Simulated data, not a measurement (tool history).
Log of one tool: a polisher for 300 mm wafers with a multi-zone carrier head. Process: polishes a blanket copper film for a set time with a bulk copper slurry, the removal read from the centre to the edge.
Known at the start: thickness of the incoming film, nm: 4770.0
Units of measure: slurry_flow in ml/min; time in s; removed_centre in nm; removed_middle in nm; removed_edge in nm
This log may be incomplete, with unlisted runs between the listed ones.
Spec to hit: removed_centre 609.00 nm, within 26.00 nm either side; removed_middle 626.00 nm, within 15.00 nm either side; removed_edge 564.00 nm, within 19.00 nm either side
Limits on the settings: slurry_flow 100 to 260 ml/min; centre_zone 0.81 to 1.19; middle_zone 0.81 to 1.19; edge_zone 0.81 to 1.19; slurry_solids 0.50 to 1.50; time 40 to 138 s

| run | hour | slurry_flow | centre_zone | middle_zone | edge_zone | slurry_solids | time | removed_centre | removed_middle | removed_edge |
|---|---|---|---|---|---|---|---|---|---|---|
| 1 | 0.0 | 165 | 1.00 | 1.00 | 1.00 | 1.00 | 88 | 443.55 | 448.83 | 460.16 |
| 2 | 3.1 | 165 | 1.00 | 1.00 | 0.97 | 1.00 | 88 | 440.82 | 448.42 | 446.37 |
| 3 | 5.0 | 165 | 1.00 | 1.00 | 0.97 | 0.80 | 88 | 430.19 | 428.71 | 437.54 |
| 4 | 10.0 | 180 | 1.03 | 1.04 | 1.00 | 0.90 | 89 | 463.32 | 464.91 | 458.59 |
| 5 | 15.0 | 180 | 0.99 | 1.04 | 1.00 | 0.90 | 89 | 458.69 | 463.57 | 470.57 |
| 6 | 16.9 | 195 | 1.01 | 1.07 | 1.01 | 1.00 | 90 | 480.36 | 500.44 | 483.72 |
| 7 | 22.1 | 195 | 1.01 | 1.07 | 1.01 | 1.00 | 90 | 487.62 | 491.14 | 483.02 |
| 8 | 24.6 | 245 | 1.09 | 1.17 | 1.08 | 1.25 | 92 | 569.01 | 575.00 | 549.74 |
| 9 | 31.4 | 245 | 1.09 | 1.17 | 1.06 | 1.30 | 93 | 568.95 | 599.42 | 554.29 |
| 10 | 37.5 | 260 | 1.14 | 1.19 | 1.06 | 1.35 | 93 | 620.40 | 614.88 | 551.59 |
| 11 | 43.5 | 260 | 1.13 | 1.19 | 1.06 | 1.35 | 93 | 613.23 | 611.54 | 564.76 |
| 12 | 51.7 | 260 | 1.13 | 1.19 | 1.06 | 1.35 | 93 | 602.84 | 612.96 | 568.15 |

Of the 4 settings listed for the next run, only one would bring every result within its allowed miss of target. Which one?
| A | 59.9 | 260 | 1.08 | 1.19 | 1.01 | 1.15 | 99 | ? | ? | ? |
| B | 59.9 | 260 | 1.11 | 1.13 | 1.11 | 1.30 | 93 | ? | ? | ? |
| C | 59.9 | 245 | 0.94 | 1.19 | 0.99 | 1.40 | 98 | ? | ? | ? |
| D | 59.9 | 260 | 1.14 | 1.14 | 1.03 | 1.20 | 97 | ? | ? | ? |

| move | removed_centre | removed_middle | removed_edge |
|---|---|---|---|
| A | 585.56 | 623.51 | 567.55 |
| B | 576.93 | 578.50 | 573.22 |
| C | 533.50 | 638.50 | 576.22 |
| D | 605.54 | 597.33 | 566.57 |
A: all results in spec
B: its largest miss is bigger than the last run's
C: puts the biggest miss on target and leaves a different result outside tolerance
D: its largest miss is bigger than the last run's
Answer: A
